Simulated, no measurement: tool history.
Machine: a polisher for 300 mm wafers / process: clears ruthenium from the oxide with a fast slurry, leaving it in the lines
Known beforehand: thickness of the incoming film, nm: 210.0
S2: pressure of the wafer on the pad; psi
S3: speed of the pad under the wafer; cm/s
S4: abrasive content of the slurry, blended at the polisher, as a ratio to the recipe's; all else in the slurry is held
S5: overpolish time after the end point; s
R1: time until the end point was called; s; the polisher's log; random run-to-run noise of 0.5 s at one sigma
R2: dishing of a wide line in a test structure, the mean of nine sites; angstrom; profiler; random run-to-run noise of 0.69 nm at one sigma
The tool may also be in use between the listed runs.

Run 1, hour 0: flow of slurry (ml/min) 125, S2 1.8 psi, S3 104 cm/s, S4 1, S5 23 s. Result: R1 65.284 s, R2 497.95 angstrom.
Run 2, hour 3.1: flow of slurry (ml/min) 125, S2 2.2 psi, S3 104 cm/s, S4 1, S5 23 s. Result: R1 53.193 s, R2 555.15 angstrom.
Run 3, hour 11.9: flow of slurry (ml/min) 125, S2 2.2 psi, S3 104 cm/s, S4 1.1, S5 23 s. Result: R1 50.909 s, R2 587.7 angstrom.
Run 4, hour 17.3: flow of slurry (ml/min) 135, S2 2.2 psi, S3 104 cm/s, S4 1.1, S5 22 s. Result: R1 51.735 s, R2 568.69 angstrom.
Run 5, hour 24: flow of slurry (ml/min) 135, S2 1.8 psi, S3 104 cm/s, S4 1.1, S5 22 s. Result: R1 61.074 s, R2 503.19 angstrom.
Run 6, hour 25.1: flow of slurry (ml/min) 135, S2 1.8 psi, S3 104 cm/s, S4 1.1, S5 29 s. Result: R1 61.958 s, R2 611.6 angstrom.
Run 7, hour 27.7: flow of slurry (ml/min) 140, S2 2 psi, S3 104 cm/s, S4 1.1, S5 26 s. Result: R1 56.04 s, R2 600.02 angstrom.
Run 8, hour 33: flow of slurry (ml/min) 140, S2 2.1 psi, S3 104 cm/s, S4 1.1, S5 24 s. Result: R1 53.163 s, R2 583.49 angstrom.
Run 9, hour 35.3: flow of slurry (ml/min) 140, S2 2.1 psi, S3 104 cm/s, S4 1.1, S5 24 s. Result: R1 53.225 s, R2 596.69 angstrom.
Run 10, hour 39.7: flow of slurry (ml/min) 145, S2 2.2 psi, S3 104 cm/s, S4 1.1, S5 23 s. Result: R1 49.156 s, R2 595.93 angstrom.
Run 11, hour 43: flow of slurry (ml/min) 155, S2 2.2 psi, S3 104 cm/s, S4 1.1, S5 23 s. Result: R1 49.319 s, R2 595.04 angstrom.

The next listed run, before its measurement:
Run 12, hour 49.1: flow of slurry (ml/min) 155, S2 2.2 psi, S3 104 cm/s, S4 1.1, S5 23 s. Result: R1 ?, R2 ?.

R1: 49.432 s
R2: 600.36 angstrom
